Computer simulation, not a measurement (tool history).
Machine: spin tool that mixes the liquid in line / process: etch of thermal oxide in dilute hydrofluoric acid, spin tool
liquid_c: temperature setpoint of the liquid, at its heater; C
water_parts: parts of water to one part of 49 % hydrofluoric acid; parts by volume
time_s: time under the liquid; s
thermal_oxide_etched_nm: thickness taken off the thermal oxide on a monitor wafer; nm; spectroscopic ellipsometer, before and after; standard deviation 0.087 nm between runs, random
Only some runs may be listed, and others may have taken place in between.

run	hour	liquid_c	water_parts	time_s	thermal_oxide_etched_nm
1	0	24	100	150	7.9407
2	0.9	24	115	150	6.7331
3	7.1	24	135	150	5.7095
4	12	25	130	150	6.0724
5	15.4	25.5	125	150	6.5714
6	22.4	26	125	150	6.7279
7	27.5	26.5	125	150	6.8804
8	30	27	125	150	6.9211
9	35	27.5	125	150	7.1584
# hour 43.8: hydrofluoric acid flow meter replaced
10	43.8	28	125	150	6.5484
11	44.5	28	120	150	6.8112
12	47	28	115	150	7.2877
13	48.6	28	110	150	7.6211
14	53.6	28	105	150	8.0551

What will run 15 give?
15	57.5	28.5	105	150	?

thermal_oxide_etched_nm: 8.1697 nm

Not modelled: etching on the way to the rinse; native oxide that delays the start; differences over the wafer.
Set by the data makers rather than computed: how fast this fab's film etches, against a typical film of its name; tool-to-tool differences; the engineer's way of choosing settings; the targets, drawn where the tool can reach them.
